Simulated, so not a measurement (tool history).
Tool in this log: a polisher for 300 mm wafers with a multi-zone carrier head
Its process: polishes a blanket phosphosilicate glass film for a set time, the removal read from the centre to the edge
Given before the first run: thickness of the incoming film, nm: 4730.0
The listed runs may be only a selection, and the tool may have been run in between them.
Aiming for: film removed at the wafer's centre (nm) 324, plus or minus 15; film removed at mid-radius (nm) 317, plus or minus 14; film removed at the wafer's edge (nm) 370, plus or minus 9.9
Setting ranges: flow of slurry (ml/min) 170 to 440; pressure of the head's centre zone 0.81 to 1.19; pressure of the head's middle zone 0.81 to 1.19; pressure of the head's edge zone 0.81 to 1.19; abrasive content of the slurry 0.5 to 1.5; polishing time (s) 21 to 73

| run | hour | flow of slurry (ml/min) | pressure of the head's centre zone | pressure of the head's middle zone | pressure of the head's edge zone | abrasive content of the slurry | polishing time (s) | film removed at the wafer's centre (nm) | film removed at mid-radius (nm) | film removed at the wafer's edge (nm) |
|---|---|---|---|---|---|---|---|---|---|---|
| 1 | 0 | 280 | 1 | 1 | 1 | 1 | 47 | 428.83 | 429.38 | 428.78 |
| 2 | 4.3 | 280 | 1 | 1 | 1 | 1 | 36 | 325.15 | 323.55 | 331.42 |
| 3 | 12.6 | 285 | 1 | 0.99 | 1.02 | 1 | 36 | 325.39 | 317.51 | 329.85 |
| 4 | 17.1 | 280 | 0.99 | 0.98 | 1.04 | 1.05 | 36 | 321.05 | 321.43 | 338.98 |
| 5 | 17.9 | 335 | 0.99 | 0.98 | 1.04 | 1.05 | 36 | 334.05 | 327.89 | 348.34 |
| 6 | 22.2 | 340 | 0.98 | 0.97 | 1.05 | 1.05 | 36 | 321.55 | 324.31 | 347.76 |
| 7 | 29.3 | 345 | 0.98 | 0.96 | 1.06 | 1.05 | 36 | 323.83 | 323.78 | 349.92 |
| 8 | 31.9 | 350 | 0.98 | 0.95 | 1.07 | 1.05 | 36 | 328.61 | 319.55 | 349.54 |
| 9 | 33.1 | 355 | 0.98 | 0.95 | 1.08 | 1.05 | 36 | 332.79 | 323.15 | 352.52 |

Which of these 4 next moves meets every target?
| A | 34.3 | 350 | 1.07 | 0.99 | 1.13 | 0.75 | 38 | ? | ? | ? |
| B | 34.3 | 325 | 0.93 | 0.89 | 1.14 | 1.15 | 36 | ? | ? | ? |
| C | 34.3 | 200 | 1 | 0.91 | 0.93 | 1.45 | 37 | ? | ? | ? |
| D | 34.3 | 330 | 0.96 | 0.92 | 1.09 | 1.05 | 36 | ? | ? | ? |

| move | film removed at the wafer's centre (nm) | film removed at mid-radius (nm) | film removed at the wafer's edge (nm) |
|---|---|---|---|
| A | 322.33 | 309.28 | 326.62 |
| B | 326.82 | 317.71 | 368.85 |
| C | 363.83 | 344.13 | 367.56 |
| D | 323.17 | 315.67 | 350.03 |
A: lands further from the targets than the last run did
B: meets every target
C: the furthest-off result lands on target, but another misses its tolerance
D: lands further from the targets than the last run did
B meets every target.

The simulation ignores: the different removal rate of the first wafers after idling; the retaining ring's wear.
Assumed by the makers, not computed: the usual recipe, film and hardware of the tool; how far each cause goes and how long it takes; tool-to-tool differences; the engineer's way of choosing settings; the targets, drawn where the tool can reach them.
